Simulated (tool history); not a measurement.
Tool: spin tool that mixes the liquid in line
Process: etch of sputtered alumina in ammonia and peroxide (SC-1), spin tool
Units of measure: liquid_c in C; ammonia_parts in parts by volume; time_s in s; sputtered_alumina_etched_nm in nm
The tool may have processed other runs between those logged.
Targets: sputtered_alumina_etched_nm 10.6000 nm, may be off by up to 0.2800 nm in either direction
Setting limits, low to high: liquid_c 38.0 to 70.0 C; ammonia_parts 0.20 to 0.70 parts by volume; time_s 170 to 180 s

Run 1, hour 0.0: liquid_c 54.0 C, ammonia_parts 0.40 parts by volume, time_s 170 s. Result: sputtered_alumina_etched_nm 8.3866 nm.
Run 2, hour 5.7: liquid_c 48.5 C, ammonia_parts 0.40 parts by volume, time_s 170 s. Result: sputtered_alumina_etched_nm 6.1581 nm.
Run 3, hour 8.0: liquid_c 48.5 C, ammonia_parts 0.40 parts by volume, time_s 180 s. Result: sputtered_alumina_etched_nm 6.6329 nm.
Run 4, hour 12.3: liquid_c 44.0 C, ammonia_parts 0.40 parts by volume, time_s 180 s. Result: sputtered_alumina_etched_nm 5.0441 nm.
Run 5, hour 15.3: liquid_c 44.0 C, ammonia_parts 0.50 parts by volume, time_s 180 s. Result: sputtered_alumina_etched_nm 5.2434 nm.
Run 6, hour 20.1: liquid_c 44.0 C, ammonia_parts 0.50 parts by volume, time_s 180 s. Result: sputtered_alumina_etched_nm 5.2047 nm.
Run 7, hour 24.9: liquid_c 48.0 C, ammonia_parts 0.50 parts by volume, time_s 180 s. Result: sputtered_alumina_etched_nm 6.5346 nm.
Run 8, hour 30.7: liquid_c 50.5 C, ammonia_parts 0.50 parts by volume, time_s 180 s. Result: sputtered_alumina_etched_nm 7.5322 nm.
Run 9, hour 36.3: liquid_c 52.5 C, ammonia_parts 0.50 parts by volume, time_s 180 s. Result: sputtered_alumina_etched_nm 8.4372 nm.
Run 10, hour 41.0: liquid_c 54.0 C, ammonia_parts 0.50 parts by volume, time_s 180 s. Result: sputtered_alumina_etched_nm 9.0827 nm.
Run 11, hour 41.8: liquid_c 54.0 C, ammonia_parts 0.50 parts by volume, time_s 180 s. Result: sputtered_alumina_etched_nm 9.1065 nm.
Run 12, hour 50.0: liquid_c 55.0 C, ammonia_parts 0.50 parts by volume, time_s 180 s. Result: sputtered_alumina_etched_nm 9.4237 nm.
Run 13, hour 58.5: liquid_c 58.0 C, ammonia_parts 0.50 parts by volume, time_s 180 s. Result: sputtered_alumina_etched_nm 11.1940 nm.
Run 14, hour 65.8: liquid_c 57.5 C, ammonia_parts 0.50 parts by volume, time_s 180 s. Result: sputtered_alumina_etched_nm 10.8920 nm.

Which of these 5 next moves meets every target?
Run A, hour 73.1: liquid_c 56.0 C, ammonia_parts 0.60 parts by volume, time_s 175 s. Result: sputtered_alumina_etched_nm ?.
Run B, hour 73.1: liquid_c 57.5 C, ammonia_parts 0.35 parts by volume, time_s 180 s. Result: sputtered_alumina_etched_nm ?.
Run C, hour 73.1: liquid_c 56.0 C, ammonia_parts 0.45 parts by volume, time_s 180 s. Result: sputtered_alumina_etched_nm ?.
Run D, hour 73.1: liquid_c 58.0 C, ammonia_parts 0.50 parts by volume, time_s 180 s. Result: sputtered_alumina_etched_nm ?.
Run E, hour 73.1: liquid_c 56.5 C, ammonia_parts 0.45 parts by volume, time_s 175 s. Result: sputtered_alumina_etched_nm ?.

move  sputtered_alumina_etched_nm
   A                       9.9579
   B                      10.5290
   C                       9.9666
   D                      11.1790
   E                       9.9484
A: pushes the last run's worst result past its target
B: each result inside its tolerance
C: pushes the last run's worst result past its target
D: further off than the last run
E: pushes the last run's worst result past its target
The move that meets every target is B.
